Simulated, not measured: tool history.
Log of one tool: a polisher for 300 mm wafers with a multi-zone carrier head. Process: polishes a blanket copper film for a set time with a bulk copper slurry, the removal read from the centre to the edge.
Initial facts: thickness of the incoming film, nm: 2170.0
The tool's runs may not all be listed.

run  hour  flow of slurry (ml/min)  pressure of the head's centre zone  pressure of the head's middle zone  pressure of the head's edge zone  abrasive content of the slurry  polishing time (s)  film removed at the wafer's centre (Å)  film removed at mid-radius (Å)  film removed at the wafer's edge (Å)
  1   0.0                      245                                1.00                                1.00                              1.00                            1.00                  32                                  3953.1                          4029.1                                3946.0
  2   3.8                      245                                1.00                                1.00                              0.92                            1.00                  32                                  3973.3                          4090.8                                3927.7
  3   4.6                      245                                1.00                                1.00                              0.92                            1.00                  36                                  4446.0                          4563.1                                4350.2
  4   9.9                      245                                1.00                                1.06                              0.92                            1.00                  36                                  4468.4                          4725.0                                4373.7
  5  17.1                      235                                1.00                                1.01                              0.93                            0.85                  32                                  3852.8                          4046.3                                3837.8
  6  20.7                      180                                1.00                                1.01                              0.93                            0.85                  32                                  3755.3                          3831.7                                3689.4

Run 7 comes next. What will it give?
  7  26.8                      150                                0.93                                0.91                              0.87                            0.60                  23                                       ?                               ?                                     ?

Run 7 measured film removed at the wafer's centre (Å) 2314.3, film removed at mid-radius (Å) 2350.2, film removed at the wafer's edge (Å) 2436.1.
